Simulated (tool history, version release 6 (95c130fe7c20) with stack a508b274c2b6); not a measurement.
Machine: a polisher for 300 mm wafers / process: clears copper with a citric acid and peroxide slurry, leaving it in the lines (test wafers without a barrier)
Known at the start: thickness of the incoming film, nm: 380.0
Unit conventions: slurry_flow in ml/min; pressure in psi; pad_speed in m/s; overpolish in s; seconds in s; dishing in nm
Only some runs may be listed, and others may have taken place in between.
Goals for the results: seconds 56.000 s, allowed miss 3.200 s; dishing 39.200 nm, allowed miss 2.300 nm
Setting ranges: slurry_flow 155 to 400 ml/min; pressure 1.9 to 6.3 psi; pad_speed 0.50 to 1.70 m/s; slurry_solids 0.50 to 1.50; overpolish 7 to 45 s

run	hour	slurry_flow	pressure	pad_speed	slurry_solids	overpolish	seconds	dishing
1	0.0	255	4.1	1.10	1.00	23	99.182	34.906
2	4.7	255	4.3	1.10	1.00	22	94.497	33.767
3	13.6	255	4.5	1.10	1.00	22	91.098	34.677
4	15.8	255	4.7	1.12	1.00	22	84.134	36.466
5	22.8	255	4.9	1.12	1.00	21	83.839	35.222
6	24.9	255	5.1	1.14	1.00	21	76.240	35.452
# hour 26.9: worn pad replaced by a new one
7	26.9	255	5.2	1.14	1.00	21	73.228	38.309
8	35.0	255	5.3	1.14	1.00	20	70.714	36.830

5 candidate next runs follow, results not yet known. Just one meets every target within its allowed miss. Identify it.
A	43.1	230	6.0	1.30	1.00	18	?	?
B	43.1	310	4.6	1.02	0.75	44	?	?
C	43.1	200	4.8	0.88	0.85	20	?	?
D	43.1	280	4.9	0.96	1.20	29	?	?
E	43.1	355	3.9	1.22	1.05	23	?	?

move	seconds	dishing
A	58.461	38.406
B	94.022	41.803
C	103.610	31.610
D	85.046	39.312
E	88.722	35.591
A: every result within its allowed miss
B: moves away from the targets compared with the last run
C: moves away from the targets compared with the last run
D: moves away from the targets compared with the last run
E: moves away from the targets compared with the last run
The right move is A.
